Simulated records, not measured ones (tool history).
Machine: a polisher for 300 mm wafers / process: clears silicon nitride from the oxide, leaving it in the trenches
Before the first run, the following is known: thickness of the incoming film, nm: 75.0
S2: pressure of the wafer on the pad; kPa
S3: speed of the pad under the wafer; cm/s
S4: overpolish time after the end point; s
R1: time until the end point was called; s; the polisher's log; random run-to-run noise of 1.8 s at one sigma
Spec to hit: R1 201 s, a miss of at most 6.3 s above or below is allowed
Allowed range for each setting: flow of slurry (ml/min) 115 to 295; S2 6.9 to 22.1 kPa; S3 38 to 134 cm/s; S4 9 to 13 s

Run 1, hour 0: flow of slurry (ml/min) 190, S2 14.5 kPa, S3 86 cm/s, S4 13 s. Result: R1 112.33 s.
Run 2, hour 5.2: flow of slurry (ml/min) 185, S2 13.1 kPa, S3 86 cm/s, S4 13 s. Result: R1 120.48 s.
Run 3, hour 13.1: flow of slurry (ml/min) 150, S2 13.1 kPa, S3 86 cm/s, S4 13 s. Result: R1 126.13 s.
Run 4, hour 20.6: flow of slurry (ml/min) 150, S2 14.5 kPa, S3 86 cm/s, S4 13 s. Result: R1 114.38 s.
Run 5, hour 21.5: flow of slurry (ml/min) 150, S2 12.4 kPa, S3 86 cm/s, S4 13 s. Result: R1 130.58 s.
Run 6, hour 24.3: flow of slurry (ml/min) 150, S2 11 kPa, S3 84 cm/s, S4 13 s. Result: R1 148.58 s.
Run 7, hour 26.2: flow of slurry (ml/min) 150, S2 10.3 kPa, S3 84 cm/s, S4 13 s. Result: R1 156.92 s.
Run 8, hour 32.6: flow of slurry (ml/min) 150, S2 9.7 kPa, S3 84 cm/s, S4 13 s. Result: R1 163.29 s.
Run 9, hour 35.4: flow of slurry (ml/min) 145, S2 6.9 kPa, S3 82 cm/s, S4 13 s. Result: R1 216.95 s.
Run 10, hour 44.1: flow of slurry (ml/min) 145, S2 6.9 kPa, S3 82 cm/s, S4 13 s. Result: R1 215.48 s.

Below are 4 possible settings for the next run. Only one of them brings all results inside the allowed miss of their targets. Which is it?
Run A, hour 52.8: flow of slurry (ml/min) 145, S2 7.6 kPa, S3 82 cm/s, S4 13 s. Result: R1 ?.
Run B, hour 52.8: flow of slurry (ml/min) 180, S2 9 kPa, S3 76 cm/s, S4 13 s. Result: R1 ?.
Run C, hour 52.8: flow of slurry (ml/min) 160, S2 6.9 kPa, S3 94 cm/s, S4 13 s. Result: R1 ?.
Run D, hour 52.8: flow of slurry (ml/min) 145, S2 6.9 kPa, S3 82 cm/s, S4 10 s. Result: R1 ?.

move      R1
   A  201.17
   B  184.39
   C  185.01
   D  215.18
A: all results in spec
B: takes the biggest miss from the last run beyond its target
C: takes the biggest miss from the last run beyond its target
D: neither nearer nor further off than the last run
A meets every target.

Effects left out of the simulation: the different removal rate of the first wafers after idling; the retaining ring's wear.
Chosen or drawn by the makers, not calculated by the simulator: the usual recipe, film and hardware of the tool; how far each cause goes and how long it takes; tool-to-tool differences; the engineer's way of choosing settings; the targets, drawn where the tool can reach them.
